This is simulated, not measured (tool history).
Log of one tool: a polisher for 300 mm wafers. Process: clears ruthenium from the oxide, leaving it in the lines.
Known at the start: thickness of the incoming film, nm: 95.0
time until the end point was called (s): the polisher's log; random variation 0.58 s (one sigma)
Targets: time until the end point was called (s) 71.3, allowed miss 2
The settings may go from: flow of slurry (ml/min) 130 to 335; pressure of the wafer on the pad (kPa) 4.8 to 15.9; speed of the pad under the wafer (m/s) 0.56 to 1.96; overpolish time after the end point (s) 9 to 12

run,hour,flow of slurry (ml/min),pressure of the wafer on the pad (kPa),speed of the pad under the wafer (m/s),overpolish time after the end point (s),time until the end point was called (s)
1,0,215,10.3,1.26,12,98.794
2,7.5,215,10.3,1.26,9,101.25
3,8.6,240,10.3,1.26,9,99.79
4,9.2,240,11,1.26,9,93.266
5,17.4,240,9.7,1.26,9,104.45
6,19.6,240,9.7,1.46,9,95.759
7,23.2,240,10.3,1.46,9,89.381
8,28.5,240,11,1.46,9,83.591
9,29.5,240,11.7,1.46,9,79.595
10,32.8,240,12.4,1.46,9,77.035

5 next moves are on the table. One of them brings every result within its allowed miss. Which?
A,36.1,235,11.7,1.42,12,?
B,36.1,225,12.4,1.36,9,?
C,36.1,235,11.7,1.32,10,?
D,36.1,235,11,1.44,11,?
E,36.1,230,15.9,1.18,12,?

move,time until the end point was called (s)
A,81.423
B,80.18
C,85.846
D,85.033
E,70.889
A: further off than the last run
B: further off than the last run
C: further off than the last run
D: further off than the last run
E: meets every target
Answer: E

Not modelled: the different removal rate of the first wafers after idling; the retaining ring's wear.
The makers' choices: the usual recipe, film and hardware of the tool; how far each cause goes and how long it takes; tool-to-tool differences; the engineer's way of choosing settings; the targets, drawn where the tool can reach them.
